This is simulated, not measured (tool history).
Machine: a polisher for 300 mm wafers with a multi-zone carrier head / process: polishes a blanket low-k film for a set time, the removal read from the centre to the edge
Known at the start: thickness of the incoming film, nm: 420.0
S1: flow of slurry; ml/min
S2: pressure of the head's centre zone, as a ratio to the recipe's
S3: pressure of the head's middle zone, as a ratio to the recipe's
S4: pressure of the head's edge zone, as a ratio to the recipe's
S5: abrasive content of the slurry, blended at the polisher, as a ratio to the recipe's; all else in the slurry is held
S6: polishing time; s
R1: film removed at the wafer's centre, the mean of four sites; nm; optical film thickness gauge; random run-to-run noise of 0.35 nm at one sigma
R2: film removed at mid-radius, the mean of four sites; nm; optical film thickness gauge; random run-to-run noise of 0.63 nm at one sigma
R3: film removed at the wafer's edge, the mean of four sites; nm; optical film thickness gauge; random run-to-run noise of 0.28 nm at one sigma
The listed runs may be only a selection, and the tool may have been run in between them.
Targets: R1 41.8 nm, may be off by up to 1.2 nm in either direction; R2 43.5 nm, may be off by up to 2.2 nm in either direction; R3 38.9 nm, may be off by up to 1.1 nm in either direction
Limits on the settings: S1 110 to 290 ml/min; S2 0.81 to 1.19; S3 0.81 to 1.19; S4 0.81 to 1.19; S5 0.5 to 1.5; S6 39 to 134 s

{"run": 1, "day": 0.0, "S1": 185, "S2": 1, "S3": 1, "S4": 1, "S5": 1, "S6": 86, "R1": 44.763, "R2": 43.337, "R3": 43.836}
{"run": 2, "day": 0.238, "S1": 180, "S2": 1, "S3": 1.01, "S4": 0.98, "S5": 1, "S6": 86, "R1": 44.376, "R2": 45.02, "R3": 43.593}
{"run": 3, "day": 0.392, "S1": 220, "S2": 1, "S3": 1.01, "S4": 0.98, "S5": 1, "S6": 86, "R1": 45.614, "R2": 44.204, "R3": 43.535}
{"run": 4, "day": 0.721, "S1": 220, "S2": 1, "S3": 1.06, "S4": 0.98, "S5": 1, "S6": 86, "R1": 45.897, "R2": 46.866, "R3": 43.999}
{"run": 5, "day": 0.867, "S1": 220, "S2": 0.99, "S3": 1.05, "S4": 0.96, "S5": 1, "S6": 86, "R1": 45.295, "R2": 48.342, "R3": 43.496}
{"run": 6, "day": 1.192, "S1": 220, "S2": 0.99, "S3": 1.05, "S4": 0.9, "S5": 1, "S6": 86, "R1": 44.998, "R2": 46.449, "R3": 42.708}
{"run": 7, "day": 1.525, "S1": 220, "S2": 0.99, "S3": 1.05, "S4": 0.89, "S5": 0.95, "S6": 86, "R1": 44.669, "R2": 46.006, "R3": 41.99}
{"run": 8, "day": 1.679, "S1": 220, "S2": 0.99, "S3": 1.05, "S4": 0.88, "S5": 0.9, "S6": 86, "R1": 43.127, "R2": 44.358, "R3": 40.65}
{"run": 9, "day": 1.85, "S1": 220, "S2": 0.99, "S3": 1.05, "S4": 0.87, "S5": 0.9, "S6": 86, "R1": 43.312, "R2": 44.229, "R3": 40.444}

Pick the move, out of 4, that brings all results within their allowed miss; only one does.
{"run": "A", "day": 2.021, "S1": 225, "S2": 0.99, "S3": 0.94, "S4": 0.9, "S5": 0.75, "S6": 98, "R1": "?", "R2": "?", "R3": "?"}
{"run": "B", "day": 2.021, "S1": 225, "S2": 1, "S3": 1.07, "S4": 0.89, "S5": 1.1, "S6": 76, "R1": "?", "R2": "?", "R3": "?"}
{"run": "C", "day": 2.021, "S1": 185, "S2": 1.03, "S3": 1.12, "S4": 0.81, "S5": 1, "S6": 78, "R1": "?", "R2": "?", "R3": "?"}
{"run": "D", "day": 2.021, "S1": 175, "S2": 1.04, "S3": 1.03, "S4": 0.82, "S5": 0.85, "S6": 88, "R1": "?", "R2": "?", "R3": "?"}

move=A R1=45.251 R2=42.508 R3=43.373
move=B R1=41.808 R2=43.331 R3=39.414
move=C R1=41.705 R2=43.7 R3=37.211
move=D R1=44.045 R2=42.602 R3=39.222
A: moves away from the targets compared with the last run
B: in spec on every target
C: takes the biggest miss from the last run beyond its target
D: the worst result of the last run now meets its target, but another is out of spec
Answer: B
